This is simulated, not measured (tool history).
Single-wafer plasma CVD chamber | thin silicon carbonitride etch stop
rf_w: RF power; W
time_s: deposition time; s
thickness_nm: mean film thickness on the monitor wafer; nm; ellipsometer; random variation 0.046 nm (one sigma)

run	hour	rf_w	time_s	thickness_nm
1	0.0	260	14.0	8.8542
2	2.2	260	12.2	7.7022
3	4.5	270	12.6	8.1057
4	11.3	290	12.6	8.3595
5	19.3	260	12.6	8.0093
6	26.4	260	13.9	8.8845
7	27.8	270	14.0	9.0575
8	28.5	270	14.0	9.1242
9	34.8	280	14.0	9.2055
10	35.5	290	14.1	9.3936
11	39.5	295	14.2	9.5516
# hour 46.0: thermocouple changed; heater temperature recalibrated
12	46.0	300	14.2	9.5336

Forecast run 13:
13	48.5	305	14.3	?

Run 13 gave thickness_nm 9.6352 nm.
